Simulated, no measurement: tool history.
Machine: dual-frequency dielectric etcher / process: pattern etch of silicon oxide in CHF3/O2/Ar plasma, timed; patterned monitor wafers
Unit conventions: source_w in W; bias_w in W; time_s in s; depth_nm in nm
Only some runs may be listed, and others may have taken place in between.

{"run": 1, "day": 0.0, "source_w": 810, "bias_w": 221, "time_s": 808, "depth_nm": 1930.5}
{"run": 2, "day": 0.067, "source_w": 730, "bias_w": 221, "time_s": 808, "depth_nm": 1847.8}
{"run": 3, "day": 0.379, "source_w": 650, "bias_w": 221, "time_s": 808, "depth_nm": 1754.7}
{"run": 4, "day": 0.404, "source_w": 650, "bias_w": 221, "time_s": 808, "depth_nm": 1744.7}
{"run": 5, "day": 0.771, "source_w": 630, "bias_w": 220, "time_s": 808, "depth_nm": 1722.7}
{"run": 6, "day": 0.938, "source_w": 630, "bias_w": 242, "time_s": 808, "depth_nm": 1770.8}
{"run": 7, "day": 1.075, "source_w": 610, "bias_w": 241, "time_s": 808, "depth_nm": 1746.4}
{"run": 8, "day": 1.388, "source_w": 590, "bias_w": 240, "time_s": 808, "depth_nm": 1709.8}
{"run": 9, "day": 1.721, "source_w": 580, "bias_w": 239, "time_s": 808, "depth_nm": 1714.9}

Forecast run 10:
{"run": 10, "day": 1.992, "source_w": 570, "bias_w": 238, "time_s": 808, "depth_nm": "?"}

{"run 10": {"depth_nm": 1692.9}}

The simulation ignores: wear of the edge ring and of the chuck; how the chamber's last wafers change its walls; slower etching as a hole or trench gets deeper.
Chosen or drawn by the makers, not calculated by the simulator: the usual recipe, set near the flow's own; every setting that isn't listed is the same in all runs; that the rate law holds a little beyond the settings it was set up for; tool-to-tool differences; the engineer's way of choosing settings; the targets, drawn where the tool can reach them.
